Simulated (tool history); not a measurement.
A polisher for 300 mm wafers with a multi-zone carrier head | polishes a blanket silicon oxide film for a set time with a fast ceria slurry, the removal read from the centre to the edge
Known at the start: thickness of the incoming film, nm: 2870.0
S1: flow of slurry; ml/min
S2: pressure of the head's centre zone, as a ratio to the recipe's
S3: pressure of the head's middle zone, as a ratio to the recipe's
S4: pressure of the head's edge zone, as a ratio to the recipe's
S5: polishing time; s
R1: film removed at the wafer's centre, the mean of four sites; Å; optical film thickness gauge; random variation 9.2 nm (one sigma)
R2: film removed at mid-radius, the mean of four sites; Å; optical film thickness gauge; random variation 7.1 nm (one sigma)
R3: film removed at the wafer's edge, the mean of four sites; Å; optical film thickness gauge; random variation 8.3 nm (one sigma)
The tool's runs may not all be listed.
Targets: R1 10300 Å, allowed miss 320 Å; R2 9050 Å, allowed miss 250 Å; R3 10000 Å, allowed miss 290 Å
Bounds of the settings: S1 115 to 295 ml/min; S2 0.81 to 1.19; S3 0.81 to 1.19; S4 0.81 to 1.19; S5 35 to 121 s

{"run": 1, "hour": 0.0, "S1": 190, "S2": 1, "S3": 1, "S4": 1, "S5": 78, "R1": 10612, "R2": 10324, "R3": 10929}
{"run": 2, "hour": 1.8, "S1": 190, "S2": 0.96, "S3": 1, "S4": 1, "S5": 78, "R1": 10340, "R2": 10472, "R3": 10980}
{"run": 3, "hour": 8.0, "S1": 175, "S2": 0.98, "S3": 0.97, "S4": 0.97, "S5": 77, "R1": 10075, "R2": 9896.3, "R3": 10601}
{"run": 4, "hour": 12.0, "S1": 175, "S2": 0.98, "S3": 0.97, "S4": 0.97, "S5": 61, "R1": 7993.8, "R2": 7898.4, "R3": 8410.7}
{"run": 5, "hour": 16.7, "S1": 175, "S2": 0.98, "S3": 0.97, "S4": 1.02, "S5": 61, "R1": 8062.6, "R2": 7859.5, "R3": 8677.5}
{"run": 6, "hour": 18.3, "S1": 175, "S2": 0.94, "S3": 0.97, "S4": 1.02, "S5": 61, "R1": 7662, "R2": 7905.9, "R3": 8515.3}
{"run": 7, "hour": 19.5, "S1": 175, "S2": 0.94, "S3": 0.97, "S4": 1.02, "S5": 61, "R1": 7760.5, "R2": 7850.1, "R3": 8606}
{"run": 8, "hour": 25.8, "S1": 200, "S2": 0.99, "S3": 0.99, "S4": 1.05, "S5": 62, "R1": 8367.4, "R2": 8329.1, "R3": 9003.1}
{"run": 9, "hour": 30.2, "S1": 220, "S2": 1.04, "S3": 0.99, "S4": 1.07, "S5": 63, "R1": 8995.6, "R2": 8626.7, "R3": 9384.8}
{"run": 10, "hour": 33.3, "S1": 235, "S2": 1.07, "S3": 0.99, "S4": 1.08, "S5": 63, "R1": 9224.5, "R2": 8814.1, "R3": 9386.7}
{"run": 11, "hour": 42.3, "S1": 245, "S2": 1.1, "S3": 0.98, "S4": 1.1, "S5": 64, "R1": 9812.3, "R2": 8744.9, "R3": 9602.2}
{"run": 12, "hour": 44.4, "S1": 255, "S2": 1.11, "S3": 0.98, "S4": 1.11, "S5": 64, "R1": 9772.2, "R2": 8980.2, "R3": 9666.4}

5 next moves are on the table. One of them brings every result within its allowed miss. Which?
{"run": "A", "hour": 46.5, "S1": 250, "S2": 1.07, "S3": 0.97, "S4": 1.09, "S5": 64, "R1": "?", "R2": "?", "R3": "?"}
{"run": "B", "hour": 46.5, "S1": 225, "S2": 1.02, "S3": 1, "S4": 1.17, "S5": 66, "R1": "?", "R2": "?", "R3": "?"}
{"run": "C", "hour": 46.5, "S1": 275, "S2": 1.03, "S3": 0.95, "S4": 1.17, "S5": 66, "R1": "?", "R2": "?", "R3": "?"}
{"run": "D", "hour": 46.5, "S1": 265, "S2": 1.11, "S3": 1.07, "S4": 1.05, "S5": 60, "R1": "?", "R2": "?", "R3": "?"}
{"run": "E", "hour": 46.5, "S1": 295, "S2": 1.11, "S3": 0.96, "S4": 1.1, "S5": 66, "R1": "?", "R2": "?", "R3": "?"}

move=A R1=9510.8 R2=8815.7 R3=9685.7
move=B R1=9308.7 R2=9167.3 R3=10176
move=C R1=9636.5 R2=9057 R3=10372
move=D R1=9253.2 R2=8931.9 R3=8982.4
move=E R1=10302 R2=9189.8 R3=10167
A: further off than the last run
B: further off than the last run
C: further off than the last run
D: further off than the last run
E: meets every target
Answer: E

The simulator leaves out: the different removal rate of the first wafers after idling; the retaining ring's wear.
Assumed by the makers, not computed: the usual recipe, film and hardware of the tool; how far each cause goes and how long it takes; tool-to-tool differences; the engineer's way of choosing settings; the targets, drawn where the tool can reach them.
